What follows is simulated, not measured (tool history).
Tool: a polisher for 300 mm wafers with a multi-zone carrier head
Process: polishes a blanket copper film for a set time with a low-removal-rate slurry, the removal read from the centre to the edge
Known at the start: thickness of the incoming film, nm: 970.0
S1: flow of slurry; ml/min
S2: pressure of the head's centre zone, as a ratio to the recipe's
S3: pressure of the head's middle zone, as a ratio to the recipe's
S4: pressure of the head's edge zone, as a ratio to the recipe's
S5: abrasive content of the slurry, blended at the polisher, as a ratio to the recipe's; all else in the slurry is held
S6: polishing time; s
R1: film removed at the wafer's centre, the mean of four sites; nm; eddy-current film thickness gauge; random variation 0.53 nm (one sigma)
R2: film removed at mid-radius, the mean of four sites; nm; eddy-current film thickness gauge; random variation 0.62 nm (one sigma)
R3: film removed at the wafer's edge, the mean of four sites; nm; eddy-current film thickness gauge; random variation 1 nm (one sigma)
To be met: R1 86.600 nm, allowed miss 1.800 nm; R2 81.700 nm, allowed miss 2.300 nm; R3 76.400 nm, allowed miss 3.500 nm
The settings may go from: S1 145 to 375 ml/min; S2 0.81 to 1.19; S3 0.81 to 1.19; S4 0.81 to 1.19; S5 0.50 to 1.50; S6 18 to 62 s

run,hour,S1,S2,S3,S4,S5,S6,R1,R2,R3
1,0.0,240,1.00,1.00,1.00,1.00,40,95.561,95.512,96.937
2,5.5,240,1.00,1.00,0.98,0.95,40,95.069,94.822,94.699
3,6.1,235,1.00,0.99,0.96,0.90,40,93.059,92.987,93.637
4,14.4,240,1.01,0.99,0.94,0.85,40,92.760,92.508,90.890
5,17.7,240,1.02,0.98,0.93,0.80,40,93.054,90.652,89.595
6,19.5,240,1.07,0.98,0.93,0.80,40,97.970,90.421,87.619
7,20.4,240,1.07,0.98,0.93,0.80,40,98.073,90.379,86.574
8,22.0,235,1.07,0.98,0.92,0.75,40,97.112,89.541,86.289
9,29.4,235,1.07,0.98,0.91,0.70,40,94.583,88.343,85.037
10,31.1,230,1.07,0.98,0.90,0.70,40,95.966,87.586,83.960
11,33.8,185,0.99,0.96,0.81,0.55,40,81.470,81.107,74.152
12,36.7,190,0.99,0.96,0.81,0.55,40,81.700,81.559,77.054
13,39.2,195,1.00,0.96,0.81,0.55,40,82.994,81.219,75.510
14,42.8,200,1.00,0.96,0.81,0.55,40,83.100,81.786,77.189
15,48.2,200,1.01,0.96,0.81,0.55,40,84.218,82.291,76.140

Which of these 4 next moves meets every target?
A,53.6,260,0.95,1.01,0.81,0.50,38,?,?,?
B,53.6,155,1.00,0.97,0.81,0.70,40,?,?,?
C,53.6,220,1.04,1.07,0.81,0.55,37,?,?,?
D,53.6,175,1.05,0.98,0.82,0.50,41,?,?,?

move,R1,R2,R3
A,77.457,82.223,74.315
B,82.234,80.940,77.505
C,81.827,83.402,72.153
D,86.331,81.309,77.067
A: further off than the last run
B: further off than the last run
C: further off than the last run
D: meets every target
The right move is D.
